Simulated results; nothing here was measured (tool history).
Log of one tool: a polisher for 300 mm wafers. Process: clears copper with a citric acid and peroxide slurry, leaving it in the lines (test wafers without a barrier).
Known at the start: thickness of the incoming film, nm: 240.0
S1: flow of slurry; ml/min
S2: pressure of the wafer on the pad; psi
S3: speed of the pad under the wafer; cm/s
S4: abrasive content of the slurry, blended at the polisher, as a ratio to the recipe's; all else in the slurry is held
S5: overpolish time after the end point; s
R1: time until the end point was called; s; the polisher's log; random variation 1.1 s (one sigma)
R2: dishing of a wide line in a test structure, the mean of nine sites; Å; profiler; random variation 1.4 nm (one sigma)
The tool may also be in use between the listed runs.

run,hour,S1,S2,S3,S4,S5,R1,R2
1,0.0,205,4.0,100,1.00,26,78.573,529.40
2,4.9,205,4.0,100,1.00,18,79.232,392.26
3,10.5,205,4.0,100,1.00,25,80.396,493.90
4,19.4,205,4.0,100,1.00,36,77.771,687.31
5,25.4,205,4.0,100,0.85,36,82.225,673.71
6,32.1,205,4.3,100,0.85,35,79.065,681.78
7,33.6,205,4.6,100,0.85,34,72.346,690.20
8,35.8,205,4.7,100,0.85,34,72.977,704.63

Forecast run 9:
9,40.4,205,4.7,100,0.85,34,?,?

{"run 9": {"R1": 71.848, "R2": 715.81}}
